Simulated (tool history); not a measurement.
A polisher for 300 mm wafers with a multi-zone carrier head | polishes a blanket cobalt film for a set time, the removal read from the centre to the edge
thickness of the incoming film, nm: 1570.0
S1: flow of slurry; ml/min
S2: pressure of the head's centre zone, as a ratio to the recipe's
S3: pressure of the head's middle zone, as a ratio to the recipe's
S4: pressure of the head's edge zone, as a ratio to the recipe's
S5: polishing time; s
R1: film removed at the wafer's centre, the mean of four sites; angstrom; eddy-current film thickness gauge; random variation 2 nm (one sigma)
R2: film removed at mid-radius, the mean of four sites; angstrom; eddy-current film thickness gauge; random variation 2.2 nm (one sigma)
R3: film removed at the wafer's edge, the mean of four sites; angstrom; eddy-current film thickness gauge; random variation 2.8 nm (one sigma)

Run 1, hour 0: S1 300 ml/min, S2 1, S3 1, S4 1, S5 67 s. Result: R1 2731.3 angstrom, R2 2658.7 angstrom, R3 2686.7 angstrom.
Run 2, hour 2.9: S1 300 ml/min, S2 1.05, S3 1, S4 1, S5 67 s. Result: R1 2838.4 angstrom, R2 2702.3 angstrom, R3 2714 angstrom.
Run 3, hour 6.7: S1 300 ml/min, S2 1.05, S3 0.93, S4 1, S5 67 s. Result: R1 2829.8 angstrom, R2 2555.9 angstrom, R3 2740.2 angstrom.
Run 4, hour 11.8: S1 305 ml/min, S2 1.05, S3 0.96, S4 1.03, S5 69 s. Result: R1 2944.9 angstrom, R2 2655.5 angstrom, R3 2891.6 angstrom.
Run 5, hour 17.4: S1 315 ml/min, S2 1.05, S3 1, S4 1.05, S5 70 s. Result: R1 3016.3 angstrom, R2 2810.3 angstrom, R3 2907.7 angstrom.
At hour 23.8: slurry nozzle cleaned.
Run 6, hour 23.8: S1 315 ml/min, S2 1.05, S3 1, S4 1.01, S5 70 s. Result: R1 3116.6 angstrom, R2 2910 angstrom, R3 2945.2 angstrom.
Run 7, hour 28.3: S1 325 ml/min, S2 1.04, S3 1.01, S4 1.03, S5 71 s. Result: R1 3092.5 angstrom, R2 3033.3 angstrom, R3 3061 angstrom.
Run 8, hour 34.2: S1 335 ml/min, S2 1.04, S3 1.01, S4 1.04, S5 71 s. Result: R1 3174.4 angstrom, R2 3035.6 angstrom, R3 2991.1 angstrom.
Run 9, hour 37.2: S1 330 ml/min, S2 1.03, S3 1.02, S4 1.06, S5 72 s. Result: R1 3142.3 angstrom, R2 3071.3 angstrom, R3 3086.1 angstrom.
Run 10, hour 39.5: S1 330 ml/min, S2 1.03, S3 1.02, S4 1.06, S5 72 s. Result: R1 3152.3 angstrom, R2 3076 angstrom, R3 3064 angstrom.
Run 11, hour 48.2: S1 335 ml/min, S2 1.02, S3 1.02, S4 1.08, S5 73 s. Result: R1 3153.2 angstrom, R2 3109.7 angstrom, R3 3134.7 angstrom.
Run 12, hour 52.7: S1 345 ml/min, S2 1.02, S3 1.02, S4 1.09, S5 73 s. Result: R1 3162.8 angstrom, R2 3093.6 angstrom, R3 3167.8 angstrom.
Run 13, hour 56.3: S1 355 ml/min, S2 1.02, S3 1.02, S4 1.1, S5 73 s. Result: R1 3148.3 angstrom, R2 3079.9 angstrom, R3 3208.6 angstrom.
Run 14, hour 57: S1 370 ml/min, S2 1.02, S3 1.02, S4 1.1, S5 73 s. Result: R1 3203.3 angstrom, R2 3176.1 angstrom, R3 3224.8 angstrom.
Run 15, hour 65.6: S1 375 ml/min, S2 1.02, S3 1.02, S4 1.11, S5 73 s. Result: R1 3188.7 angstrom, R2 3102.1 angstrom, R3 3235.8 angstrom.
Run 16, hour 73.3: S1 385 ml/min, S2 1.02, S3 1.02, S4 1.12, S5 73 s. Result: R1 3208.4 angstrom, R2 3134.8 angstrom, R3 3303.1 angstrom.
Run 17, hour 81.2: S1 395 ml/min, S2 1.02, S3 1.02, S4 1.12, S5 73 s. Result: R1 3230.6 angstrom, R2 3183.9 angstrom, R3 3268.5 angstrom.
Run 18, hour 83.8: S1 400 ml/min, S2 1.02, S3 1.02, S4 1.13, S5 73 s. Result: R1 3227.1 angstrom, R2 3126.6 angstrom, R3 3247.7 angstrom.
Run 19, hour 90.7: S1 405 ml/min, S2 1.02, S3 1.02, S4 1.14, S5 73 s. Result: R1 3191.2 angstrom, R2 3146.8 angstrom, R3 3299.4 angstrom.

Forecast run 20:
Run 20, hour 94.4: S1 410 ml/min, S2 1.02, S3 1.02, S4 1.14, S5 73 s. Result: R1 ?, R2 ?, R3 ?.

Run 20 gave R1 3207.9 angstrom, R2 3129.2 angstrom, R3 3312.3 angstrom.
